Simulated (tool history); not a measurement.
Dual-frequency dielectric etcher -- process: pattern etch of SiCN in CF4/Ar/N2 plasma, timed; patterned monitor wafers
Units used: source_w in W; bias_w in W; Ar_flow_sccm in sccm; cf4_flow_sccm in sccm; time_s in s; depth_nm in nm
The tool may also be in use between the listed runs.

run,hour,source_w,bias_w,Ar_flow_sccm,cf4_flow_sccm,time_s,depth_nm
1,0,400,90,88,45,115.5,109.57
2,2,330,90,88,45,115.5,97.095
3,8,360,91,88,45,115.5,102.98
4,16.9,390,92,88,45,115.5,109.4
5,23.3,460,92,88,45,115.5,121.11
6,27.7,460,79,88,45,115.5,112.26
7,34.4,480,80,88,45,115.5,115.73

Forecast run 8:
8,41,500,81,88,45,115.5,?

Run 8 measured depth_nm 120.11 nm.
